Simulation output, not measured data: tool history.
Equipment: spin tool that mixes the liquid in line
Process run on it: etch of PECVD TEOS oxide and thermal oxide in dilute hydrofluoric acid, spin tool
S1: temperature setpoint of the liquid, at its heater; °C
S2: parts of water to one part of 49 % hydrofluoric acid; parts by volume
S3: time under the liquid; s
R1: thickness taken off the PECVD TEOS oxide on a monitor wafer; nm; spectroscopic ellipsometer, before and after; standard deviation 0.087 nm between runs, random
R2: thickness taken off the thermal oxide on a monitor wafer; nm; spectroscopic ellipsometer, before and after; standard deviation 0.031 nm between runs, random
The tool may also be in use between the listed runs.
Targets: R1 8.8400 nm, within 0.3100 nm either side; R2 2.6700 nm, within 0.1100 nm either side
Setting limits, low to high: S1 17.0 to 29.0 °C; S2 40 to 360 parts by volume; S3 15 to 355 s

| run | day | S1 | S2 | S3 | R1 | R2 |
|---|---|---|---|---|---|---|
| 1 | 0.000 | 21.0 | 200 | 180 | 10.8980 | 3.2645 |
| 2 | 0.042 | 21.0 | 200 | 230 | 13.7790 | 4.1869 |
| 3 | 0.133 | 21.0 | 200 | 290 | 17.3500 | 5.3345 |
| 4 | 0.229 | 18.0 | 200 | 290 | 15.6420 | 4.7146 |
| 5 | 0.342 | 21.5 | 200 | 290 | 17.6590 | 5.3289 |
| 6 | 0.550 | 24.0 | 200 | 290 | 19.4670 | 5.8960 |
| 7 | 0.583 | 22.5 | 225 | 290 | 15.9400 | 4.8417 |
| 8 | 0.871 | 18.5 | 305 | 290 | 9.4110 | 2.8270 |
| 9 | 1.129 | 18.0 | 305 | 290 | 9.2659 | 2.7916 |

Consider the 4 candidate settings below. Which is the only one whose results all fall within their allowed miss of target?
| A | 1.388 | 19.0 | 320 | 310 | ? | ? |
| B | 1.388 | 19.0 | 210 | 185 | ? | ? |
| C | 1.388 | 29.0 | 355 | 250 | ? | ? |
| D | 1.388 | 17.5 | 285 | 260 | ? | ? |

| move | R1 | R2 |
|---|---|---|
| A | 9.5660 | 2.8732 |
| B | 9.6058 | 2.8852 |
| C | 9.4539 | 2.8395 |
| D | 8.7782 | 2.6366 |
A: moves away from the targets compared with the last run
B: moves away from the targets compared with the last run
C: moves away from the targets compared with the last run
D: every result within its allowed miss
The move that meets every target is D.
